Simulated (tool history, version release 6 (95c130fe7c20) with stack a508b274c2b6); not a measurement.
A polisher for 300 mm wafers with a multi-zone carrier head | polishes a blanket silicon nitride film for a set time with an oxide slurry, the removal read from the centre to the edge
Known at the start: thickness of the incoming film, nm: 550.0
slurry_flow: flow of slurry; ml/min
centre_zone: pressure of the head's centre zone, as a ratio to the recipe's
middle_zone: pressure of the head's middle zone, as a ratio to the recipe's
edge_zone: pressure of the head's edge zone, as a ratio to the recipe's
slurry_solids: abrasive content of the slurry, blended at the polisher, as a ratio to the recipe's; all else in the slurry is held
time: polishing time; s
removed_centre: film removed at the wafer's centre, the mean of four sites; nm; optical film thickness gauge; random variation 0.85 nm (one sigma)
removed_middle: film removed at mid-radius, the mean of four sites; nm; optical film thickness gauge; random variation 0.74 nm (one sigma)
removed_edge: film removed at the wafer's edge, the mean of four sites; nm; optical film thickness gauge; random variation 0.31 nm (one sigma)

run 1 hour=0 | slurry_flow=205 centre_zone=1 middle_zone=1 edge_zone=1 slurry_solids=1 time=79 | removed_centre=57.766 removed_middle=55.761 removed_edge=56.59
run 2 hour=2.4 | slurry_flow=200 centre_zone=1.02 middle_zone=1.01 edge_zone=0.95 slurry_solids=1 time=79 | removed_centre=59.213 removed_middle=55.385 removed_edge=54.533
run 3 hour=4.8 | slurry_flow=200 centre_zone=1.02 middle_zone=0.94 edge_zone=0.95 slurry_solids=1 time=79 | removed_centre=58.236 removed_middle=53.18 removed_edge=54.021
run 4 hour=13.6 | slurry_flow=200 centre_zone=1.02 middle_zone=0.94 edge_zone=0.95 slurry_solids=1 time=89 | removed_centre=64.426 removed_middle=61.514 removed_edge=61.511
run 5 hour=19.2 | slurry_flow=200 centre_zone=1.06 middle_zone=0.94 edge_zone=0.95 slurry_solids=1 time=89 | removed_centre=67.306 removed_middle=60.21 removed_edge=61.281
run 6 hour=20.3 | slurry_flow=200 centre_zone=1.12 middle_zone=0.94 edge_zone=0.95 slurry_solids=1 time=89 | removed_centre=70.464 removed_middle=59.66 removed_edge=62.083
run 7 hour=27.7 | slurry_flow=200 centre_zone=1.1 middle_zone=0.97 edge_zone=0.91 slurry_solids=0.95 time=89 | removed_centre=70.027 removed_middle=60.718 removed_edge=58.963
run 8 hour=28.5 | slurry_flow=195 centre_zone=1.08 middle_zone=0.97 edge_zone=0.89 slurry_solids=0.9 time=89 | removed_centre=65.667 removed_middle=59.889 removed_edge=57.284
run 9 hour=36 | slurry_flow=195 centre_zone=1.08 middle_zone=0.98 edge_zone=0.87 slurry_solids=0.85 time=89 | removed_centre=64.823 removed_middle=58.559 removed_edge=56.112
run 10 hour=41.4 | slurry_flow=195 centre_zone=1.08 middle_zone=1.01 edge_zone=0.85 slurry_solids=0.8 time=88 | removed_centre=61.752 removed_middle=58.042 removed_edge=53.782
run 11 hour=45.2 | slurry_flow=195 centre_zone=1.09 middle_zone=1.03 edge_zone=0.84 slurry_solids=0.75 time=88 | removed_centre=62.111 removed_middle=56.645 removed_edge=51.686
run 12 hour=50.1 | slurry_flow=190 centre_zone=1.09 middle_zone=1.04 edge_zone=0.83 slurry_solids=0.75 time=88 | removed_centre=63.314 removed_middle=56.478 removed_edge=51.139
run 13 hour=53.6 | slurry_flow=190 centre_zone=1.08 middle_zone=1.05 edge_zone=0.82 slurry_solids=0.75 time=88 | removed_centre=63.167 removed_middle=57.468 removed_edge=51.047

The next listed run, before its measurement:
run 14 hour=54.4 | slurry_flow=185 centre_zone=1.07 middle_zone=1.05 edge_zone=0.82 slurry_solids=0.75 time=88 | removed_centre=? removed_middle=? removed_edge=?

removed_centre: 59.77 nm
removed_middle: 59.005 nm
removed_edge: 50.969 nm

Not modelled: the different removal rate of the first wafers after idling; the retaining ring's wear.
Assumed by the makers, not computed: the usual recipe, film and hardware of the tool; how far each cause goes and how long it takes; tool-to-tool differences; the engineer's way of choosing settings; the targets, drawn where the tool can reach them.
